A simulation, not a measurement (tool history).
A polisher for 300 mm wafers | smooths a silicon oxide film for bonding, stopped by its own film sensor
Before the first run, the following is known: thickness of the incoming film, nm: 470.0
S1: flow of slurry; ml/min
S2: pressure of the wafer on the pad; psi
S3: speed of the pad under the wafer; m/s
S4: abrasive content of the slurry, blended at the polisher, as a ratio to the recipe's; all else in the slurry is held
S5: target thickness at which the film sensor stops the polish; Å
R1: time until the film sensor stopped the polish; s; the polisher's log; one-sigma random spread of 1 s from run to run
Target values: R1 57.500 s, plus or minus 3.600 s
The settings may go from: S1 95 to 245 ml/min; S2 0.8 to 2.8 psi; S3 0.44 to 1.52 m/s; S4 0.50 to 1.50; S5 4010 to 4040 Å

| run | day | S1 | S2 | S3 | S4 | S5 | R1 |
|---|---|---|---|---|---|---|---|
| 1 | 0.000 | 155 | 1.8 | 0.98 | 1.00 | 4040 | 90.022 |
| 2 | 0.375 | 155 | 1.8 | 0.80 | 1.00 | 4040 | 108.000 |
| 3 | 0.446 | 155 | 1.8 | 1.00 | 1.00 | 4040 | 91.155 |
| 4 | 0.712 | 120 | 1.8 | 1.00 | 1.00 | 4040 | 96.586 |
| 5 | 0.900 | 125 | 1.9 | 1.02 | 1.00 | 4040 | 86.172 |
| 6 | 0.975 | 125 | 2.0 | 1.02 | 1.00 | 4040 | 85.909 |
|  | 1.029 | slurry blender recalibrated |
| 7 | 1.029 | 130 | 2.1 | 1.04 | 1.00 | 4040 | 73.256 |
| 8 | 1.133 | 175 | 2.3 | 1.04 | 1.00 | 4040 | 63.333 |

Exercise: of the 4 proposed moves below, exactly one satisfies all targets within the stated allowed misses. Which move is it?
| A | 1.238 | 185 | 2.5 | 1.00 | 1.05 | 4040 | ? |
| B | 1.238 | 155 | 2.6 | 0.82 | 1.10 | 4040 | ? |
| C | 1.238 | 170 | 2.0 | 1.06 | 0.85 | 4030 | ? |
| D | 1.238 | 145 | 2.5 | 0.82 | 0.95 | 4040 | ? |

| move | R1 |
|---|---|
| A | 58.742 |
| B | 66.625 |
| C | 76.086 |
| D | 72.921 |
A: meets every target
B: the biggest miss grows against the last run
C: the biggest miss grows against the last run
D: the biggest miss grows against the last run
The move that meets every target is A.
